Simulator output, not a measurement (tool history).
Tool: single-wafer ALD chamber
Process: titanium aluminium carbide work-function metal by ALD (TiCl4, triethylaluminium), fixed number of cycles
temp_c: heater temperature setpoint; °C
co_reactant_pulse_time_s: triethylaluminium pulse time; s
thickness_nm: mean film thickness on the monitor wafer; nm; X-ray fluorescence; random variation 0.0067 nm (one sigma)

run,hour,temp_c,co_reactant_pulse_time_s,thickness_nm
1,0,325,9.47,2.3253
2,5.6,320,9.47,2.263
3,14.1,320,10.78,2.3018
4,19.4,320,12.35,2.3391
5,24,320,15.04,2.3451
6,24.6,320,15.53,2.3488
7,31.7,327,15.53,2.4324

Forecast run 8:
8,35.6,327,15.53,?

Run 8 gave thickness_nm 2.4293 nm.
